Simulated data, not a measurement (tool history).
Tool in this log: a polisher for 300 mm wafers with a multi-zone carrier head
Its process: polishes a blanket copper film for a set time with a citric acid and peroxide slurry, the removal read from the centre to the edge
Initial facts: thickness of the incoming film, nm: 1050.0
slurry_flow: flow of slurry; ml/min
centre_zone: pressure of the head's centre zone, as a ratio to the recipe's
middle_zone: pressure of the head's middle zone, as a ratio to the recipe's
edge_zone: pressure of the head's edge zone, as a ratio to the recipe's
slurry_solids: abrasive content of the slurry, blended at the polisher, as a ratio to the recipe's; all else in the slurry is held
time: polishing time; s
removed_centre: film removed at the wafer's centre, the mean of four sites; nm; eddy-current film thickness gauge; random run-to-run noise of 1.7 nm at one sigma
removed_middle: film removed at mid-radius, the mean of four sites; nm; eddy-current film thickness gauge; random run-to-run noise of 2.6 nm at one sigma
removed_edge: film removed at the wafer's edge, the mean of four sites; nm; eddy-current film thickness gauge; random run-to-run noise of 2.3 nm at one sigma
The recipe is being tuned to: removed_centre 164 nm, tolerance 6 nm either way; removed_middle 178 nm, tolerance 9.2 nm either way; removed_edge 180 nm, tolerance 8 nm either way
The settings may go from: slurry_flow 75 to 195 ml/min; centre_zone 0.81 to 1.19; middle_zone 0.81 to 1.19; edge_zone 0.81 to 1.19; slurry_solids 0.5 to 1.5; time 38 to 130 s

run	hour	slurry_flow	centre_zone	middle_zone	edge_zone	slurry_solids	time	removed_centre	removed_middle	removed_edge
1	0	125	1	1	1	1	84	292.77	284.68	301.51
2	1.9	125	0.92	1	1	1	84	270.03	288.26	297.13
3	2.5	120	0.91	0.99	0.98	0.95	80	248.76	279.42	269.34
4	8.9	115	0.91	0.97	0.99	0.9	76	234.46	244.78	259.92
5	11.8	110	0.9	0.96	0.97	0.85	74	221.84	238.75	247.11
6	17.1	110	0.9	0.95	0.96	0.8	72	212.54	232.02	235.95
7	22.4	110	0.9	0.95	0.96	0.8	72	211.44	231.18	231.91
8	26.7	90	0.86	0.89	0.86	0.55	59	143.28	156.42	164.16

Below are 4 possible settings for the next run. Only one of them brings all results inside the allowed miss of their targets. Which is it?
A	31	95	0.95	0.91	0.81	0.55	59	?	?	?
B	31	90	0.9	0.95	0.86	0.55	64	?	?	?
C	31	105	0.85	1.05	0.81	0.55	64	?	?	?
D	31	80	0.95	0.87	0.92	0.55	63	?	?	?

move	removed_centre	removed_middle	removed_edge
A	160.9	158.69	164.07
B	162.24	175.59	180.68
C	161.29	199.78	181.03
D	161.18	154.54	179.06
A: puts the biggest miss on target and leaves a different result outside tolerance
B: every result lands within tolerance
C: puts the biggest miss on target and leaves a different result outside tolerance
D: puts the biggest miss on target and leaves a different result outside tolerance
The right move is B.
